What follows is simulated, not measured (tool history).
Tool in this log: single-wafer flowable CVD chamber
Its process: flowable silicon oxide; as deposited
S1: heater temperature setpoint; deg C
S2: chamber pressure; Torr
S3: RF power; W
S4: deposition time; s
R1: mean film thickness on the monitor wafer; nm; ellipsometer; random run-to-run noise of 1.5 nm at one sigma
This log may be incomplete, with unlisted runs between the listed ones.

Run 1, day 0.000: S1 100 deg C, S2 0.735 Torr, S3 1980 W, S4 689 s. Result: R1 382.03 nm.
Run 2, day 0.050: S1 99 deg C, S2 0.735 Torr, S3 1980 W, S4 689 s. Result: R1 395.02 nm.
Run 3, day 0.200: S1 98 deg C, S2 0.735 Torr, S3 1980 W, S4 689 s. Result: R1 404.36 nm.
Run 4, day 0.575: S1 97 deg C, S2 0.735 Torr, S3 1980 W, S4 689 s. Result: R1 418.92 nm.
Run 5, day 0.796: S1 89 deg C, S2 0.735 Torr, S3 1980 W, S4 689 s. Result: R1 527.96 nm.
Run 6, day 0.829: S1 89 deg C, S2 0.810 Torr, S3 1980 W, S4 689 s. Result: R1 581.60 nm.
Run 7, day 0.917: S1 91 deg C, S2 0.809 Torr, S3 1980 W, S4 689 s. Result: R1 545.30 nm.
Run 8, day 1.225: S1 93 deg C, S2 0.808 Torr, S3 1980 W, S4 689 s. Result: R1 513.43 nm.

The next listed run, before its measurement:
Run 9, day 1.583: S1 94 deg C, S2 0.808 Torr, S3 1980 W, S4 689 s. Result: R1 ?.

R1: 500.86 nm
